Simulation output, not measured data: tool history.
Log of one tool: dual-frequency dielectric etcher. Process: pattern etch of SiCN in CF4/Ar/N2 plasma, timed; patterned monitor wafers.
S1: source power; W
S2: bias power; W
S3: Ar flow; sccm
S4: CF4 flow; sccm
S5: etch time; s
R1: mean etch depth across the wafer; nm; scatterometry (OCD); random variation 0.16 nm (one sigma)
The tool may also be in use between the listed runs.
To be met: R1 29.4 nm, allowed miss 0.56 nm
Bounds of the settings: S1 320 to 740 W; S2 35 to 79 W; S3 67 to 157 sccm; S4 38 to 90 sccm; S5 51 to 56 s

run    day   S1  S2   S3  S4  S5      R1
  1      0  530  57  112  64  56  42.114
  2  0.175  530  57  132  64  56      41
  3  0.283  620  57  132  64  56  47.618
  4  0.588  520  56  132  64  56  39.959
  5    0.7  520  56  116  64  56  40.619
     0.975  -- CF4 flow controller replaced
  6  0.975  460  55  116  64  56   35.83
  7  1.029  430  55  116  64  56  33.402
  8  1.088  360  54  116  64  56   27.82
  9  1.212  370  54  116  64  56  28.701

4 next moves are on the table. One of them brings every result within its allowed miss. Which?
  A  1.338  380  54  119  65    56   ?
  B  1.338  330  69  110  59  54.5   ?
  C  1.338  390  52  106  72    51   ?
  D  1.338  390  51  109  67    51   ?

move      R1
   A  29.298
   B  27.086
   C  27.994
   D  27.365
A: meets every target
B: further off than the last run
C: further off than the last run
D: further off than the last run
Answer: A
